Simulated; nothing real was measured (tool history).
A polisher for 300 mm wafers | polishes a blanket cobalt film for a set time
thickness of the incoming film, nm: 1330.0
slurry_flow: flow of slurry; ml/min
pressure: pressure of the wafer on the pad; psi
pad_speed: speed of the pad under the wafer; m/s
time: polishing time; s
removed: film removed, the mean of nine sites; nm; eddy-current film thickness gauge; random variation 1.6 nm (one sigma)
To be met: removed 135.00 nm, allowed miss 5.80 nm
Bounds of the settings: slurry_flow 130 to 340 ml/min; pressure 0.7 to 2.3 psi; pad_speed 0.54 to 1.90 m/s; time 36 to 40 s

Run 1, hour 0.0: slurry_flow 220 ml/min, pressure 1.5 psi, pad_speed 1.22 m/s, time 40 s. Result: removed 222.60 nm.
Run 2, hour 8.1: slurry_flow 220 ml/min, pressure 1.5 psi, pad_speed 1.46 m/s, time 40 s. Result: removed 258.78 nm.
Run 3, hour 11.1: slurry_flow 220 ml/min, pressure 1.4 psi, pad_speed 1.44 m/s, time 40 s. Result: removed 242.23 nm.
Run 4, hour 19.0: slurry_flow 250 ml/min, pressure 1.4 psi, pad_speed 1.44 m/s, time 40 s. Result: removed 248.52 nm.
Run 5, hour 22.0: slurry_flow 295 ml/min, pressure 1.4 psi, pad_speed 1.44 m/s, time 40 s. Result: removed 248.71 nm.
Run 6, hour 30.1: slurry_flow 295 ml/min, pressure 1.3 psi, pad_speed 1.40 m/s, time 40 s. Result: removed 229.17 nm.
Run 7, hour 38.5: slurry_flow 295 ml/min, pressure 1.2 psi, pad_speed 1.36 m/s, time 40 s. Result: removed 204.90 nm.
Run 8, hour 44.7: slurry_flow 295 ml/min, pressure 1.1 psi, pad_speed 1.34 m/s, time 40 s. Result: removed 182.43 nm.
Run 9, hour 52.7: slurry_flow 295 ml/min, pressure 1.0 psi, pad_speed 1.34 m/s, time 40 s. Result: removed 170.15 nm.

Which of these 4 next moves meets every target?
Run A, hour 60.7: slurry_flow 335 ml/min, pressure 1.1 psi, pad_speed 1.52 m/s, time 40 s. Result: removed ?.
Run B, hour 60.7: slurry_flow 295 ml/min, pressure 1.1 psi, pad_speed 1.30 m/s, time 36 s. Result: removed ?.
Run C, hour 60.7: slurry_flow 285 ml/min, pressure 1.0 psi, pad_speed 1.54 m/s, time 40 s. Result: removed ?.
Run D, hour 60.7: slurry_flow 280 ml/min, pressure 1.1 psi, pad_speed 0.98 m/s, time 40 s. Result: removed ?.

move  removed
   A   210.76
   B   161.11
   C   192.09
   D   135.52
A: further off than the last run
B: nearer than the last run, and not there yet
C: further off than the last run
D: meets every target
Move D is the one to make.
